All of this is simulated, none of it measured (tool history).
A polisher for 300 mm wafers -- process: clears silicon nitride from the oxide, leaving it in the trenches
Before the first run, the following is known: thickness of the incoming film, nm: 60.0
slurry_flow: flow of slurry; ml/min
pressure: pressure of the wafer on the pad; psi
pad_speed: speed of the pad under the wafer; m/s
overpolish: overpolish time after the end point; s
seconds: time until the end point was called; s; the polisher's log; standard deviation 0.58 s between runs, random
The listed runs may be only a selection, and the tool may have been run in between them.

{"run": 1, "day": 0.0, "slurry_flow": 295, "pressure": 2.5, "pad_speed": 1.02, "overpolish": 34, "seconds": 85.451}
{"run": 2, "day": 0.108, "slurry_flow": 295, "pressure": 2.7, "pad_speed": 1.02, "overpolish": 34, "seconds": 80.668}
{"run": 3, "day": 0.208, "slurry_flow": 295, "pressure": 2.9, "pad_speed": 1.02, "overpolish": 34, "seconds": 75.699}
{"run": 4, "day": 0.412, "slurry_flow": 295, "pressure": 3, "pad_speed": 1.02, "overpolish": 34, "seconds": 72.786}
{"run": 5, "day": 0.546, "slurry_flow": 350, "pressure": 3, "pad_speed": 1.02, "overpolish": 34, "seconds": 73.445}
{"run": 6, "day": 0.9, "slurry_flow": 350, "pressure": 3, "pad_speed": 1.22, "overpolish": 34, "seconds": 64.246}
{"run": 7, "day": 1.188, "slurry_flow": 350, "pressure": 3.1, "pad_speed": 1.22, "overpolish": 34, "seconds": 61.791}

Expected results for the next run?
{"run": 8, "day": 1.275, "slurry_flow": 350, "pressure": 3.2, "pad_speed": 1.22, "overpolish": 34, "seconds": "?"}

{"run 8": {"seconds": 60.45}}
